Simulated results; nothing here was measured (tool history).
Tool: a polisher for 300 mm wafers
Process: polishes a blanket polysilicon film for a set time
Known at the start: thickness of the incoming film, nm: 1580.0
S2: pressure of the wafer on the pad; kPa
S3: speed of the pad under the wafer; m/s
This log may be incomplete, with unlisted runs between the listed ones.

{"run": 1, "day": 0.0, "flow of slurry (ml/min)": 265, "S2": 16.5, "S3": 1.26, "polishing time (s)": 69, "film removed (angstrom)": 6529.5}
{"run": 2, "day": 0.233, "flow of slurry (ml/min)": 300, "S2": 16.5, "S3": 1.26, "polishing time (s)": 69, "film removed (angstrom)": 6521.0}
{"run": 3, "day": 0.5, "flow of slurry (ml/min)": 300, "S2": 16.5, "S3": 1.48, "polishing time (s)": 69, "film removed (angstrom)": 7816.9}
{"run": 4, "day": 0.696, "flow of slurry (ml/min)": 300, "S2": 17.2, "S3": 1.48, "polishing time (s)": 69, "film removed (angstrom)": 7954.4}
{"run": 5, "day": 1.038, "flow of slurry (ml/min)": 300, "S2": 13.8, "S3": 1.48, "polishing time (s)": 69, "film removed (angstrom)": 6608.2}
{"run": 6, "day": 1.062, "flow of slurry (ml/min)": 300, "S2": 15.2, "S3": 1.48, "polishing time (s)": 69, "film removed (angstrom)": 7108.8}
{"run": 7, "day": 1.171, "flow of slurry (ml/min)": 300, "S2": 16.5, "S3": 1.48, "polishing time (s)": 69, "film removed (angstrom)": 7756.7}

What will run 8 give?
{"run": 8, "day": 1.362, "flow of slurry (ml/min)": 300, "S2": 17.2, "S3": 1.48, "polishing time (s)": 69, "film removed (angstrom)": "?"}

{"run 8": {"film removed (angstrom)": 7887.6}}
